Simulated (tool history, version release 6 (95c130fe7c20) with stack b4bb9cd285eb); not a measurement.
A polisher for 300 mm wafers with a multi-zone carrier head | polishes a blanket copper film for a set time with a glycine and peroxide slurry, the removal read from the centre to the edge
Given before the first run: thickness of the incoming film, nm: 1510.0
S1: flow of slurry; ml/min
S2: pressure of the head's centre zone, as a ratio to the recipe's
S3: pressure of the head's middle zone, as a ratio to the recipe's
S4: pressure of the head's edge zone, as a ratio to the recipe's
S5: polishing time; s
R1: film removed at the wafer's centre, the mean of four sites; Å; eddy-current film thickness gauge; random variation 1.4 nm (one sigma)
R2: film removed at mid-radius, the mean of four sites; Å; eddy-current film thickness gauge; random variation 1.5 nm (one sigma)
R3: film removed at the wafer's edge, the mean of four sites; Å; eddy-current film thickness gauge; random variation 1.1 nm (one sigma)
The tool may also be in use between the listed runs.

run	day	S1	S2	S3	S4	S5	R1	R2	R3
1	0	280	1	1	1	47	2837.3	2852.1	2881
2	0.192	280	0.92	1	1	47	2639.9	2866.3	2878.3
3	0.508	245	0.92	1	1	47	2644.4	2892.4	2823.2
4	0.817	250	0.93	0.96	0.98	41	2322.1	2367.4	2451.4
5	1.192	250	1.01	0.96	0.98	41	2551.6	2367.8	2451.4
6	1.271	245	0.98	0.93	0.95	38	2270.9	2111	2277.3
7	1.621	245	0.98	0.93	0.95	38	2255	2174.9	2219.7
8	1.754	245	0.98	0.9	0.95	35	2083	1939.8	2067.6
9	1.812	240	0.98	0.88	0.93	33	1947.4	1793.5	1912.7
10	1.879	235	0.98	0.86	0.92	32	1871.9	1678.8	1875.1
11	2.038	235	0.98	0.85	0.9	31	1813.5	1617.7	1790.5

Run 12, settings as shown, results not yet in. Your forecast:
12	2.375	235	0.98	0.85	0.9	31	?	?	?

R1: 1823.8 Å
R2: 1634.1 Å
R3: 1804.2 Å

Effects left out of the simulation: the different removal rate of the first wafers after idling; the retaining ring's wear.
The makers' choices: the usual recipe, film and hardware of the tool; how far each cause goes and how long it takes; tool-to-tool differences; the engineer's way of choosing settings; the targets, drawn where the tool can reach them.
